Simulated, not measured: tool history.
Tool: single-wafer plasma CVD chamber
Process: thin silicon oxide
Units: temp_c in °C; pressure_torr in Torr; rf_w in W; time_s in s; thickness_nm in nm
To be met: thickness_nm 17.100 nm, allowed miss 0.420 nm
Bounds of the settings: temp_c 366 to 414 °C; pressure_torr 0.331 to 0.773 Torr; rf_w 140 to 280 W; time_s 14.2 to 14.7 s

Run 1, hour 0.0: temp_c 390 °C, pressure_torr 0.552 Torr, rf_w 210 W, time_s 14.2 s. Result: thickness_nm 13.890 nm.
Run 2, hour 1.9: temp_c 390 °C, pressure_torr 0.565 Torr, rf_w 210 W, time_s 14.2 s. Result: thickness_nm 14.188 nm.
Run 3, hour 3.1: temp_c 390 °C, pressure_torr 0.577 Torr, rf_w 210 W, time_s 14.2 s. Result: thickness_nm 14.460 nm.
Run 4, hour 9.3: temp_c 390 °C, pressure_torr 0.535 Torr, rf_w 210 W, time_s 14.2 s. Result: thickness_nm 13.491 nm.
Run 5, hour 13.7: temp_c 390 °C, pressure_torr 0.552 Torr, rf_w 210 W, time_s 14.2 s. Result: thickness_nm 13.938 nm.
Run 6, hour 18.0: temp_c 390 °C, pressure_torr 0.566 Torr, rf_w 210 W, time_s 14.2 s. Result: thickness_nm 14.126 nm.
Run 7, hour 23.1: temp_c 390 °C, pressure_torr 0.580 Torr, rf_w 210 W, time_s 14.2 s. Result: thickness_nm 14.530 nm.
Run 8, hour 27.9: temp_c 390 °C, pressure_torr 0.592 Torr, rf_w 210 W, time_s 14.2 s. Result: thickness_nm 14.845 nm.
Run 9, hour 35.3: temp_c 390 °C, pressure_torr 0.602 Torr, rf_w 210 W, time_s 14.2 s. Result: thickness_nm 15.134 nm.
Run 10, hour 39.8: temp_c 390 °C, pressure_torr 0.611 Torr, rf_w 210 W, time_s 14.2 s. Result: thickness_nm 15.223 nm.
At hour 42.6: capacitance manometer re-zeroed and calibrated.
Run 11, hour 42.6: temp_c 390 °C, pressure_torr 0.620 Torr, rf_w 210 W, time_s 14.2 s. Result: thickness_nm 15.950 nm.

Which of these 5 next moves meets every target?
Run A, hour 45.4: temp_c 387 °C, pressure_torr 0.612 Torr, rf_w 205 W, time_s 14.7 s. Result: thickness_nm ?.
Run B, hour 45.4: temp_c 379 °C, pressure_torr 0.614 Torr, rf_w 230 W, time_s 14.2 s. Result: thickness_nm ?.
Run C, hour 45.4: temp_c 397 °C, pressure_torr 0.656 Torr, rf_w 195 W, time_s 14.7 s. Result: thickness_nm ?.
Run D, hour 45.4: temp_c 393 °C, pressure_torr 0.574 Torr, rf_w 185 W, time_s 14.7 s. Result: thickness_nm ?.
Run E, hour 45.4: temp_c 386 °C, pressure_torr 0.659 Torr, rf_w 220 W, time_s 14.7 s. Result: thickness_nm ?.

move  thickness_nm
   A        16.291
   B        16.560
   C        16.971
   D        14.682
   E        17.963
A: nearer than the last run, and not there yet
B: nearer than the last run, and not there yet
C: meets every target
D: further off than the last run
E: takes the result that was furthest off past its target
Answer: C
